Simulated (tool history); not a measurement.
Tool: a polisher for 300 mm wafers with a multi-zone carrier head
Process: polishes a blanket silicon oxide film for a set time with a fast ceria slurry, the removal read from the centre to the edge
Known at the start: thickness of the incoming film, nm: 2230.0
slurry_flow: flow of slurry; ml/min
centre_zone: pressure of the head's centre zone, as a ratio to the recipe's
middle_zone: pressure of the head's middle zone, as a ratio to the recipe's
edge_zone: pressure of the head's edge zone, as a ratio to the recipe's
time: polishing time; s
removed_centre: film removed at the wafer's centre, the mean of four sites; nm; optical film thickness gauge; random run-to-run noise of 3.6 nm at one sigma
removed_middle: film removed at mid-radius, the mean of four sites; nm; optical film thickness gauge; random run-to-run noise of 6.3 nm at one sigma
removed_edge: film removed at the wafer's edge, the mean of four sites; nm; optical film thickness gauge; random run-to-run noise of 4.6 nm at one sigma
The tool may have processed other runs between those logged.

| run | hour | slurry_flow | centre_zone | middle_zone | edge_zone | time | removed_centre | removed_middle | removed_edge |
|---|---|---|---|---|---|---|---|---|---|
| 1 | 0 | 145 | 1 | 1 | 1 | 31 | 405.71 | 416.17 | 420.49 |
| 2 | 6.3 | 145 | 1.08 | 1 | 1 | 31 | 437.29 | 404 | 417.73 |
| 3 | 15.1 | 150 | 1.07 | 1 | 1.02 | 31 | 435.34 | 414.14 | 422.38 |
| 4 | 16.1 | 150 | 1.07 | 1 | 0.98 | 31 | 433.21 | 414.14 | 421.27 |
|  | 23.5 | edge zone pressure recalibrated |
| 5 | 23.5 | 130 | 1.07 | 1 | 0.98 | 31 | 427.12 | 402.38 | 406.33 |
| 6 | 27.2 | 130 | 1.07 | 1 | 0.98 | 37 | 511.06 | 503.4 | 474.11 |
| 7 | 34.9 | 130 | 1.06 | 0.99 | 0.99 | 37 | 502.02 | 479.31 | 488.53 |

The next listed run, before its measurement:
| 8 | 42.5 | 130 | 1.06 | 0.99 | 0.99 | 37 | ? | ? | ? |

Run 8 yielded removed_centre 504.73 nm, removed_middle 480.85 nm, removed_edge 481.63 nm.
